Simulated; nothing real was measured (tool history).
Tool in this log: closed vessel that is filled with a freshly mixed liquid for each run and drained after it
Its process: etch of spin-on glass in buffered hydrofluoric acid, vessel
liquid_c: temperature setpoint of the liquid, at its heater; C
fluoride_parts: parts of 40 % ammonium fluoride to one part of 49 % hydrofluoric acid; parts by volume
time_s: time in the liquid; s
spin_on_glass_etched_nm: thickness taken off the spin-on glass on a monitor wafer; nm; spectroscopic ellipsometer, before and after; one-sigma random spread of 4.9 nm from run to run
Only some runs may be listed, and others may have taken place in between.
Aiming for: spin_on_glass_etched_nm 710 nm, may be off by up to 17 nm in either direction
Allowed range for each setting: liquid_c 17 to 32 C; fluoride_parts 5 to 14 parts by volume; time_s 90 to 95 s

run	day	liquid_c	fluoride_parts	time_s	spin_on_glass_etched_nm
1	0	25	8.5	90	330.08
2	0.333	21.5	8.5	90	272.33
3	0.475	24.5	7.5	90	368.25
4	0.738	24.5	7.5	95	386.53
5	1.038	24.5	7.5	95	393.35
6	1.125	24.5	7.5	95	391.24
7	1.179	26.5	7	95	460.24
8	1.296	26.5	7	95	468.13
9	1.55	28	6.5	95	542.25
10	1.888	29	6.5	95	568.04
11	1.946	29	6.5	95	572.43
12	2.092	30	6.5	95	606.51
13	2.354	30.5	6.5	95	615.17
14	2.7	31	6.5	95	631.19
15	3	31.5	6.5	95	645.96

Exercise: of the 5 proposed moves below, exactly one satisfies all targets within the stated allowed misses. Which move is it?
A	3.3	29.5	7	95	?
B	3.3	31.5	6	90	?
C	3.3	32	6.5	95	?
D	3.3	30	6.5	95	?
E	3.3	29	5	95	?

move	spin_on_glass_etched_nm
A	545.92
B	655.93
C	663.07
D	597.58
E	708.74
A: misses by more than the last run did
B: gains on the last run, yet a result remains outside its allowed miss
C: gains on the last run, yet a result remains outside its allowed miss
D: misses by more than the last run did
E: all results in spec
So the answer is move E, the one that meets all the targets.
